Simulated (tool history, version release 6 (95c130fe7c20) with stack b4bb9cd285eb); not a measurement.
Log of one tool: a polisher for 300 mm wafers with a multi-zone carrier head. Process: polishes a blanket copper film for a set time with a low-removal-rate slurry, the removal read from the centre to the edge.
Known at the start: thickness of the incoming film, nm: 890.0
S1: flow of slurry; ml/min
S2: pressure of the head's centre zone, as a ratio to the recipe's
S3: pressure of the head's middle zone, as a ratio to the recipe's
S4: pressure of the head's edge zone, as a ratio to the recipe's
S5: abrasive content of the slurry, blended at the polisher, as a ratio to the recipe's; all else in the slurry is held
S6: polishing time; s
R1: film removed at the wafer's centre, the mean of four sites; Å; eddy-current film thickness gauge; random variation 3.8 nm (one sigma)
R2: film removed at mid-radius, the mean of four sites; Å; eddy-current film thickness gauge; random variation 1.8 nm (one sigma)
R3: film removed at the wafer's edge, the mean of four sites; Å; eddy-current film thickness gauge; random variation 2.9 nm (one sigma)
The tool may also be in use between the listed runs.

run 1 hour=0 | S1=305 S2=1 S3=1 S4=1 S5=1 S6=79 | R1=2114.8 R2=2117.9 R3=2108.6
run 2 hour=5.7 | S1=310 S2=1.04 S3=1.02 S4=1.04 S5=1.15 S6=82 | R1=2323.2 R2=2297 R3=2314.1
run 3 hour=11.8 | S1=320 S2=1.09 S3=1.04 S4=1.06 S5=1.25 S6=84 | R1=2464.5 R2=2447.8 R3=2428.8
run 4 hour=17.4 | S1=320 S2=1.09 S3=1.04 S4=1.06 S5=1.25 S6=64 | R1=1864.2 R2=1841.4 R3=1842.5
run 5 hour=18.9 | S1=325 S2=1.12 S3=1.04 S4=1.06 S5=1.35 S6=73 | R1=2247.2 R2=2159.1 R3=2105.3
run 6 hour=27.3 | S1=325 S2=1.12 S3=1.04 S4=1.06 S5=1.2 S6=73 | R1=2194.9 R2=2096.8 R3=2068
run 7 hour=32 | S1=330 S2=1.14 S3=1.04 S4=1.08 S5=1.3 S6=79 | R1=2437.5 R2=2310.7 R3=2288.3

Forecast run 8:
run 8 hour=33.8 | S1=335 S2=1.15 S3=1.04 S4=1.09 S5=1.35 S6=83 | R1=? R2=? R3=?

R1: 2633.3 Å
R2: 2436.3 Å
R3: 2458 Å
